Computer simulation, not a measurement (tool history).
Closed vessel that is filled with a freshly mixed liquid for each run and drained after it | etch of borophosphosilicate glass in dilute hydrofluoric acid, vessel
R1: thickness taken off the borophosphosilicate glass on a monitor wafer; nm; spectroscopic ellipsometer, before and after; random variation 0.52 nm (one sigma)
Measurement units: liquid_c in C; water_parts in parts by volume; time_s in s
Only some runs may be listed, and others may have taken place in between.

Run 1, hour 0: liquid_c 23 C, water_parts 110 parts by volume, time_s 95 s. Result: R1 47.528 nm.
Run 2, hour 5.8: liquid_c 25 C, water_parts 105 parts by volume, time_s 95 s. Result: R1 53.742 nm.
Run 3, hour 8.3: liquid_c 26.5 C, water_parts 105 parts by volume, time_s 95 s. Result: R1 57.636 nm.
Run 4, hour 10.7: liquid_c 26.5 C, water_parts 105 parts by volume, time_s 100 s. Result: R1 59.584 nm.
Run 5, hour 13: liquid_c 27.5 C, water_parts 105 parts by volume, time_s 100 s. Result: R1 63.193 nm.
Run 6, hour 18.2: liquid_c 27.5 C, water_parts 105 parts by volume, time_s 100 s. Result: R1 62.639 nm.

Expected results for the next run?
Run 7, hour 26.2: liquid_c 28.5 C, water_parts 105 parts by volume, time_s 100 s. Result: R1 ?.

R1: 65.194 nm

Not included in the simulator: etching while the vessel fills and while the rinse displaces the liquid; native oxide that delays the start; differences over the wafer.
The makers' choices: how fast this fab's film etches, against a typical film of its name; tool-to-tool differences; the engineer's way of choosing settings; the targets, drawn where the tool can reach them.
